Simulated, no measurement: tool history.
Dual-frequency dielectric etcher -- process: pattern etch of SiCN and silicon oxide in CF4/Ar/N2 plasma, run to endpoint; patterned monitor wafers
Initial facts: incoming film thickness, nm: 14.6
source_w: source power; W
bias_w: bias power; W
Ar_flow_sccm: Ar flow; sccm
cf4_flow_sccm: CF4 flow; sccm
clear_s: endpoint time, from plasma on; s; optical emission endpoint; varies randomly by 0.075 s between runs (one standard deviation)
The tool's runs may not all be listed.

| run | hour | source_w | bias_w | Ar_flow_sccm | cf4_flow_sccm | clear_s |
|---|---|---|---|---|---|---|
| 1 | 0 | 540 | 68 | 98 | 78 | 13.782 |
| 2 | 1.8 | 540 | 68 | 90 | 78 | 13.495 |
| 3 | 7.2 | 570 | 68 | 90 | 78 | 13.062 |
| 4 | 8.3 | 510 | 68 | 90 | 78 | 14.608 |
| 5 | 10.7 | 510 | 68 | 90 | 91 | 14.075 |
| 6 | 16.6 | 450 | 68 | 90 | 91 | 15.654 |
|  | 18.9 | bias power generator calibrated |
| 7 | 18.9 | 510 | 69 | 90 | 91 | 14.066 |
| 8 | 21.1 | 550 | 69 | 90 | 91 | 13.231 |

Forecast run 9:
| 9 | 25.8 | 580 | 69 | 90 | 91 | ? |

Run 9 came out at clear_s 12.588 s.

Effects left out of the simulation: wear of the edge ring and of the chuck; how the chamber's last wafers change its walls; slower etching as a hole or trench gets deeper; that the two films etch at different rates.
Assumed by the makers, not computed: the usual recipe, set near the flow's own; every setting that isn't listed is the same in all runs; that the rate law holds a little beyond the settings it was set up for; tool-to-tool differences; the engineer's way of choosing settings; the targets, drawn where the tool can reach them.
